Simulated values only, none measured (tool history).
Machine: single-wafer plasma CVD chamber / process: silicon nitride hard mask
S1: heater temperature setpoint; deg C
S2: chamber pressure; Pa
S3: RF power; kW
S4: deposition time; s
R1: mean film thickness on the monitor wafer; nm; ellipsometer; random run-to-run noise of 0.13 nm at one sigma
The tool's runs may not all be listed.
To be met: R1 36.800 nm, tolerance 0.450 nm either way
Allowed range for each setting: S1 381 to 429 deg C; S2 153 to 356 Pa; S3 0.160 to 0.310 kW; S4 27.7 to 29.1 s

run 1 hour=0.0 | S1=405 S2=255 S3=0.235 S4=29.1 | R1=34.103
run 2 hour=8.6 | S1=405 S2=255 S3=0.235 S4=27.7 | R1=32.517
run 3 hour=9.6 | S1=405 S2=220 S3=0.235 S4=27.7 | R1=30.613
run 4 hour=12.3 | S1=405 S2=241 S3=0.235 S4=27.7 | R1=31.736
run 5 hour=15.4 | S1=405 S2=241 S3=0.235 S4=29.1 | R1=33.429
run 6 hour=22.0 | S1=397 S2=241 S3=0.235 S4=29.1 | R1=33.403
run 7 hour=23.5 | S1=397 S2=253 S3=0.235 S4=29.1 | R1=33.885
run 8 hour=26.1 | S1=397 S2=264 S3=0.235 S4=29.1 | R1=34.590

Which single option among these 5 for the next run brings every result within its allowed miss of target? Just one does.
run A hour=28.7 | S1=411 S2=235 S3=0.290 S4=28.3 | R1=?
run B hour=28.7 | S1=396 S2=281 S3=0.245 S4=28.8 | R1=?
run C hour=28.7 | S1=401 S2=273 S3=0.250 S4=28.8 | R1=?
run D hour=28.7 | S1=406 S2=337 S3=0.240 S4=28.3 | R1=?
run E hour=28.7 | S1=391 S2=215 S3=0.255 S4=28.7 | R1=?

move=A R1=35.731
move=B R1=35.985
move=C R1=35.899
move=D R1=36.858
move=E R1=32.897
A: closer than the last run, but not yet in spec
B: closer than the last run, but not yet in spec
C: closer than the last run, but not yet in spec
D: meets every target
E: further off than the last run
So the answer is move D, the one that meets all the targets.
